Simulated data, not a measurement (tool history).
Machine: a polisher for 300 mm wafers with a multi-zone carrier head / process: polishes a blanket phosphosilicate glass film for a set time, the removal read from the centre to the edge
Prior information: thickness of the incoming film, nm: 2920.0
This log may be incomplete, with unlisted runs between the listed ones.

run,day,flow of slurry (ml/min),pressure of the head's centre zone,pressure of the head's middle zone,pressure of the head's edge zone,abrasive content of the slurry,polishing time (s),film removed at the wafer's centre (angstrom),film removed at mid-radius (angstrom),film removed at the wafer's edge (angstrom)
1,0,235,1,1,1,1,68,5209.6,5248.7,5380.2
2,0.312,235,1,0.96,1,1,68,5127.5,5108.5,5372.2
3,0.571,285,1,0.96,1,1,68,5362,5240.2,5337.6
4,0.692,330,1,0.96,1,1,68,5401.8,5281.9,5433.1
5,0.792,330,1,0.96,1,1,85,6725.6,6456.4,6815.4
6,1.033,330,1,0.96,1,1,101,7968,7892.6,8186.8
7,1.075,330,0.99,0.94,1,0.95,96,7288.1,7202.5,7692.3
8,1.204,330,0.99,0.92,1,0.9,91,6729.6,6486,7035.8
9,1.362,330,0.99,0.91,1,0.85,87,6423.8,5957.7,6522.9
10,1.529,330,0.98,0.9,1,0.8,84,5902.5,5651.8,6065.1
11,1.588,265,1.04,0.81,1.1,0.55,68,4078.7,3342.5,4161.6
12,1.942,265,1.04,0.82,1.11,0.55,68,4101,3405.7,4284.9
13,2.1,265,1.04,0.82,1.11,0.55,68,4091.1,3331.7,4317.9
14,2.35,290,1.03,0.92,1.12,0.6,68,4311,3990.6,4546.5

For run 15, what comes out?
15,2.654,290,1.03,0.92,1.12,0.6,68,?,?,?

film removed at the wafer's centre (angstrom): 4295.8
film removed at mid-radius (angstrom): 4034.9
film removed at the wafer's edge (angstrom): 4595.6

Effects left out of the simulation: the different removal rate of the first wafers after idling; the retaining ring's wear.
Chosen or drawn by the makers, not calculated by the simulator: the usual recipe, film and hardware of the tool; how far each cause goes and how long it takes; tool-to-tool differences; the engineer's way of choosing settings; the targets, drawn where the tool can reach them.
